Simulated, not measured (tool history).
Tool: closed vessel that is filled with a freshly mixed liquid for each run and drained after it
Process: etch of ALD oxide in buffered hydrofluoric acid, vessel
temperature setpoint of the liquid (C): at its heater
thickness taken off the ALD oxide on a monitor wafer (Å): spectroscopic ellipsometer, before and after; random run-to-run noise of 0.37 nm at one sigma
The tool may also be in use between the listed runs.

run	hour	temperature setpoint of the liquid (C)	parts of 40 % ammonium fluoride to one part of 49 % hydrofluoric acid (parts by volume)	time in the liquid (s)	thickness taken off the ALD oxide on a monitor wafer (Å)
1	0	21	20.5	35	307.14
2	7.4	21	26	35	260.32
3	14.4	21	30	35	239.82
4	16	19	30	35	209.7
5	22.3	17	30	35	189.1
6	23.1	20.5	27	35	249.06
7	24.2	23	25	35	303.74

Predict the results of run 8:
8	30.6	24.5	23.5	35	?

Run 8 gave thickness taken off the ALD oxide on a monitor wafer (Å) 334.56.

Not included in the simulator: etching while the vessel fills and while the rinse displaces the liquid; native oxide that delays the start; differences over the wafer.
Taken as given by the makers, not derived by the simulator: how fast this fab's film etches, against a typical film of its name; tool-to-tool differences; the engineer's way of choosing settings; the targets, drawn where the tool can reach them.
